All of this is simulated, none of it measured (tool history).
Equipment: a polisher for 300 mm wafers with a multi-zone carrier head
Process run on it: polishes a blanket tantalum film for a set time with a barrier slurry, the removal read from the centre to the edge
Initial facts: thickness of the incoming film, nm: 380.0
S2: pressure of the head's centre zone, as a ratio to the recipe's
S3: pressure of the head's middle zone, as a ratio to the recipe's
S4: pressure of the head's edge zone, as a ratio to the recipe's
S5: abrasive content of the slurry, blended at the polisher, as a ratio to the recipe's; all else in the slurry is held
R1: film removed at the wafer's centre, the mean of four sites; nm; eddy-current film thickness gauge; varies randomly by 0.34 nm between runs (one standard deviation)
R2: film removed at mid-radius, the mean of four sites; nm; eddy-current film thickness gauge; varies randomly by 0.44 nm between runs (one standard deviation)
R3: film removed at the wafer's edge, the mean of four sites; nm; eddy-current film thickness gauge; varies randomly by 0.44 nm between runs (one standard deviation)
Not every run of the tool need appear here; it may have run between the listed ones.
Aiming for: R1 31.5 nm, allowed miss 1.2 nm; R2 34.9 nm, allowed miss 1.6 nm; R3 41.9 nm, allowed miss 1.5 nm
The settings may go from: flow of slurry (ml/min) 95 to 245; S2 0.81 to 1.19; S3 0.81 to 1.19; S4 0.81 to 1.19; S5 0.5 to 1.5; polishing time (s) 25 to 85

run 1 day=0 | flow_of_slurry_(ml/min)=155 S2=1 S3=1 S4=1 S5=1 polishing_time_(s)=55 | R1=70.145 R2=73.047 R3=73.96
run 2 day=0.083 | flow_of_slurry_(ml/min)=140 S2=0.95 S3=0.96 S4=1.01 S5=0.85 polishing_time_(s)=49 | R1=54.674 R2=58.06 R3=63.367
run 3 day=0.133 | flow_of_slurry_(ml/min)=130 S2=0.92 S3=0.94 S4=0.99 S5=0.75 polishing_time_(s)=45 | R1=46.689 R2=50.808 R3=53.863
run 4 day=0.483 | flow_of_slurry_(ml/min)=130 S2=0.92 S3=0.94 S4=0.95 S5=0.75 polishing_time_(s)=45 | R1=45.883 R2=49.595 R3=53.049
run 5 day=0.533 | flow_of_slurry_(ml/min)=130 S2=0.92 S3=0.94 S4=0.95 S5=0.65 polishing_time_(s)=45 | R1=42.872 R2=45.85 R3=50.144
run 6 day=0.558 | flow_of_slurry_(ml/min)=120 S2=0.89 S3=0.91 S4=0.96 S5=0.6 polishing_time_(s)=43 | R1=37.716 R2=41.568 R3=45.34
run 7 day=0.817 | flow_of_slurry_(ml/min)=115 S2=0.88 S3=0.88 S4=0.99 S5=0.55 polishing_time_(s)=43 | R1=35.846 R2=38.913 R3=43.569
run 8 day=1.138 | flow_of_slurry_(ml/min)=110 S2=0.86 S3=0.86 S4=1.02 S5=0.55 polishing_time_(s)=43 | R1=34.434 R2=37.684 R3=45.176
run 9 day=1.312 | flow_of_slurry_(ml/min)=105 S2=0.85 S3=0.85 S4=1 S5=0.55 polishing_time_(s)=43 | R1=33.498 R2=36.732 R3=44.154
run 10 day=1.371 | flow_of_slurry_(ml/min)=105 S2=0.84 S3=0.85 S4=0.99 S5=0.55 polishing_time_(s)=43 | R1=33.209 R2=37.246 R3=44.058
run 11 day=1.729 | flow_of_slurry_(ml/min)=105 S2=0.84 S3=0.84 S4=0.98 S5=0.55 polishing_time_(s)=43 | R1=33.627 R2=37.069 R3=43.485
run 12 day=1.825 | flow_of_slurry_(ml/min)=95 S2=0.81 S3=0.81 S4=0.98 S5=0.5 polishing_time_(s)=42 | R1=29.58 R2=33.532 R3=39.955
run 13 day=2.062 | flow_of_slurry_(ml/min)=100 S2=0.81 S3=0.81 S4=0.99 S5=0.5 polishing_time_(s)=42 | R1=30.019 R2=33.268 R3=39.79

Pick the move, out of 4, that brings all results within their allowed miss; only one does.
run A day=2.3 | flow_of_slurry_(ml/min)=145 S2=0.87 S3=0.81 S4=1 S5=0.5 polishing_time_(s)=42 | R1=? R2=? R3=?
run B day=2.3 | flow_of_slurry_(ml/min)=95 S2=0.81 S3=0.82 S4=0.92 S5=0.55 polishing_time_(s)=43 | R1=? R2=? R3=?
run C day=2.3 | flow_of_slurry_(ml/min)=130 S2=0.88 S3=0.81 S4=0.94 S5=0.5 polishing_time_(s)=43 | R1=? R2=? R3=?
run D day=2.3 | flow_of_slurry_(ml/min)=100 S2=0.85 S3=0.81 S4=1.04 S5=0.5 polishing_time_(s)=39 | R1=? R2=? R3=?

move=A R1=34.243 R2=35.328 R3=42.273
move=B R1=31.621 R2=35.757 R3=41.568
move=C R1=34.803 R2=35.571 R3=41.545
move=D R1=29.012 R2=30.889 R3=38.33
A: corrects the largest miss of the last run, while another result sits out of spec
B: hits every target within its allowed miss
C: corrects the largest miss of the last run, while another result sits out of spec
D: moves away from the targets compared with the last run
Go with B: it meets all targets.
